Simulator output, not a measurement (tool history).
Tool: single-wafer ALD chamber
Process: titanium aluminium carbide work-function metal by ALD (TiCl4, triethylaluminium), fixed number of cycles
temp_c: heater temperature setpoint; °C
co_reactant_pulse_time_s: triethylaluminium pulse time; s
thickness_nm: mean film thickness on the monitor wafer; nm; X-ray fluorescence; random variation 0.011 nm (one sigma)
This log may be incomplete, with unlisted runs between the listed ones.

| run | day | temp_c | co_reactant_pulse_time_s | thickness_nm |
|---|---|---|---|---|
| 1 | 0 | 310 | 13.09 | 2.2129 |
| 2 | 0.217 | 310 | 10.73 | 2.1833 |
| 3 | 0.396 | 307 | 9.9 | 2.1533 |
| 4 | 0.583 | 304 | 9.18 | 2.114 |
| 5 | 0.7 | 302 | 8.56 | 2.0425 |
| 6 | 1.067 | 301 | 8.43 | 2.0605 |
| 7 | 1.262 | 299 | 8.18 | 2.02 |
| 8 | 1.633 | 298 | 8.05 | 1.9977 |
| 9 | 1.679 | 297 | 7.97 | 1.9892 |

Expected results for the next run?
| 10 | 1.921 | 296 | 7.89 | ? |

{"run 10": {"thickness_nm": 1.9752}}

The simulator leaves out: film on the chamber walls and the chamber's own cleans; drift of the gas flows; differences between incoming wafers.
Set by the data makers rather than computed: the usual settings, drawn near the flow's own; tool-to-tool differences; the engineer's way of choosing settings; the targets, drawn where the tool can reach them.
